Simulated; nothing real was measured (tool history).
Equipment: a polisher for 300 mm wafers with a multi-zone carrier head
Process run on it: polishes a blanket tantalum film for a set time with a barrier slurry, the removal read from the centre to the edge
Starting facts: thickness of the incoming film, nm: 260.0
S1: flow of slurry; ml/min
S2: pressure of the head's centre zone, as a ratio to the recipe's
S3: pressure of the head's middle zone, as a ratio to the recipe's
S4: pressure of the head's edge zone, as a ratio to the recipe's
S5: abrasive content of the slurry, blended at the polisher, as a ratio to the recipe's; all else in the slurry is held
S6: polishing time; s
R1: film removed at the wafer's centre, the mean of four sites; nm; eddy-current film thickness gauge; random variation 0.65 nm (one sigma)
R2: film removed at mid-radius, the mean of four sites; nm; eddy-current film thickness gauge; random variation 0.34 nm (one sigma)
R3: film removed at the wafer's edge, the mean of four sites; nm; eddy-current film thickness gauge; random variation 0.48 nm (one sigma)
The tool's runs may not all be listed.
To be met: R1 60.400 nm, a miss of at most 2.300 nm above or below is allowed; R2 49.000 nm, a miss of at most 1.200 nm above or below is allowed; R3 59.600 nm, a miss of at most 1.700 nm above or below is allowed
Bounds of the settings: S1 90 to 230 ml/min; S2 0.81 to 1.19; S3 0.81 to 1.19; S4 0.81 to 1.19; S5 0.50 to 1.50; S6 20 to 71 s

{"run": 1, "hour": 0.0, "S1": 150, "S2": 1.0, "S3": 1.0, "S4": 1.0, "S5": 1.0, "S6": 45, "R1": 98.371, "R2": 98.998, "R3": 103.39}
{"run": 2, "hour": 1.0, "S1": 150, "S2": 1.0, "S3": 0.94, "S4": 1.0, "S5": 1.0, "S6": 45, "R1": 96.839, "R2": 94.467, "R3": 104.15}
{"run": 3, "hour": 3.6, "S1": 145, "S2": 1.01, "S3": 0.93, "S4": 0.99, "S5": 0.95, "S6": 43, "R1": 91.138, "R2": 87.122, "R3": 95.911}
{"run": 4, "hour": 7.1, "S1": 145, "S2": 1.01, "S3": 0.93, "S4": 0.99, "S5": 1.15, "S6": 43, "R1": 97.31, "R2": 93.807, "R3": 106.18}
{"run": 5, "hour": 8.8, "S1": 140, "S2": 1.02, "S3": 0.92, "S4": 0.99, "S5": 1.1, "S6": 42, "R1": 93.451, "R2": 88.968, "R3": 100.1}
{"run": 6, "hour": 15.0, "S1": 135, "S2": 1.03, "S3": 0.91, "S4": 1.0, "S5": 1.05, "S6": 41, "R1": 90.81, "R2": 83.584, "R3": 95.582}
{"run": 7, "hour": 21.1, "S1": 135, "S2": 1.03, "S3": 0.91, "S4": 1.0, "S5": 1.05, "S6": 41, "R1": 89.652, "R2": 83.104, "R3": 96.012}
{"run": 8, "hour": 24.6, "S1": 135, "S2": 1.03, "S3": 0.91, "S4": 1.0, "S5": 1.05, "S6": 41, "R1": 89.118, "R2": 84.506, "R3": 95.991}
{"run": 9, "hour": 27.4, "S1": 135, "S2": 1.04, "S3": 0.9, "S4": 1.01, "S5": 1.0, "S6": 40, "R1": 88.536, "R2": 79.56, "R3": 92.396}
{"run": 10, "hour": 31.1, "S1": 130, "S2": 1.04, "S3": 0.89, "S4": 1.01, "S5": 0.95, "S6": 39, "R1": 83.325, "R2": 74.828, "R3": 87.429}
{"run": 11, "hour": 36.6, "S1": 100, "S2": 1.11, "S3": 0.81, "S4": 0.95, "S5": 0.7, "S6": 31, "R1": 53.757, "R2": 43.182, "R3": 54.264}
{"run": 12, "hour": 43.1, "S1": 105, "S2": 1.11, "S3": 0.81, "S4": 0.95, "S5": 0.7, "S6": 31, "R1": 56.189, "R2": 43.601, "R3": 54.07}
{"run": 13, "hour": 50.9, "S1": 110, "S2": 1.1, "S3": 0.81, "S4": 0.95, "S5": 0.7, "S6": 31, "R1": 55.661, "R2": 44.192, "R3": 54.435}
{"run": 14, "hour": 51.9, "S1": 150, "S2": 1.11, "S3": 0.83, "S4": 1.02, "S5": 0.75, "S6": 31, "R1": 62.987, "R2": 49.705, "R3": 61.417}

Of the 4 settings listed for the next run, only one would bring every result within its allowed miss of target. Which one?
{"run": "A", "hour": 52.9, "S1": 160, "S2": 1.17, "S3": 0.84, "S4": 1.05, "S5": 0.65, "S6": 35, "R1": "?", "R2": "?", "R3": "?"}
{"run": "B", "hour": 52.9, "S1": 130, "S2": 1.15, "S3": 0.87, "S4": 1.06, "S5": 1.05, "S6": 25, "R1": "?", "R2": "?", "R3": "?"}
{"run": "C", "hour": 52.9, "S1": 175, "S2": 1.11, "S3": 0.81, "S4": 1.09, "S5": 0.65, "S6": 34, "R1": "?", "R2": "?", "R3": "?"}
{"run": "D", "hour": 52.9, "S1": 125, "S2": 1.14, "S3": 0.81, "S4": 1.12, "S5": 0.55, "S6": 43, "R1": "?", "R2": "?", "R3": "?"}

move=A R1=67.009 R2=51.738 R3=63.407
move=B R1=60.835 R2=49.399 R3=59.640
move=C R1=62.637 R2=49.444 R3=63.414
move=D R1=63.282 R2=48.954 R3=64.664
A: further off than the last run
B: every result lands within tolerance
C: corrects the largest miss of the last run, while another result sits out of spec
D: further off than the last run
Correct choice: B, which meets every target

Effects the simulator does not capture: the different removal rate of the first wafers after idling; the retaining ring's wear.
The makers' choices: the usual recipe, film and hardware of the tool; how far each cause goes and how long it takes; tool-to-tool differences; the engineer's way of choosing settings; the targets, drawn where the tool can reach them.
